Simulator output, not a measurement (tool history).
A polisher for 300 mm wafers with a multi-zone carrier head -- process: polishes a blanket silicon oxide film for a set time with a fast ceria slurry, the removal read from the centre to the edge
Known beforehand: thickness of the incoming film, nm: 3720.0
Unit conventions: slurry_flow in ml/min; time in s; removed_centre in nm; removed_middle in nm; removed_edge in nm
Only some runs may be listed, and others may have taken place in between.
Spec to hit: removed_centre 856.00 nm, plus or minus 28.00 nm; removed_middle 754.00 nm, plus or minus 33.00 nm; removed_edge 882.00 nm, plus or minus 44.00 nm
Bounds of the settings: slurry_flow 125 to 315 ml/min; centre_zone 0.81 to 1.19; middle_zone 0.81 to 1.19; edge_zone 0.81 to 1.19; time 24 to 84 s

run  hour  slurry_flow  centre_zone  middle_zone  edge_zone  time  removed_centre  removed_middle  removed_edge
  1   0.0          205         1.00         1.00       1.00    54          590.63          573.20        611.41
  2   5.8          210         1.01         1.00       1.03    57          625.11          611.60        646.77
  3  14.3          205         1.02         0.98       1.04    60          655.50          614.86        683.32
  4  15.9          205         1.02         1.04       1.04    60          651.77          639.47        670.63
  5  19.8          210         1.03         1.02       1.05    62          688.86          650.04        726.98
  6  28.5          210         1.03         1.05       1.05    62          682.28          661.99        696.64
     34.2  -- worn pad replaced by a new one
  7  34.2          220         1.04         1.04       1.06    64          817.53          768.52        835.89
  8  35.7          220         1.04         1.03       1.06    64          822.95          764.35        817.59

Which one of the following 5 next-run settings gets every result inside its allowed miss? There is exactly one.
  A  37.2          205         1.07         0.95       1.11    67               ?               ?             ?
  B  37.2          180         1.09         1.00       1.07    61               ?               ?             ?
  C  37.2          235         1.05         1.08       1.01    63               ?               ?             ?
  D  37.2          205         1.01         1.10       1.00    64               ?               ?             ?
  E  37.2          230         1.17         1.03       1.07    61               ?               ?             ?

move  removed_centre  removed_middle  removed_edge
   A          872.43          769.13        905.34
   B          796.72          713.18        801.55
   C          818.48          791.15        818.77
   D          792.97          803.15        820.06
   E          869.71          742.24        814.83
A: all results in spec
B: further off than the last run
C: no nearer and no further than the last run
D: further off than the last run
E: no nearer and no further than the last run
The move that meets every target is A.
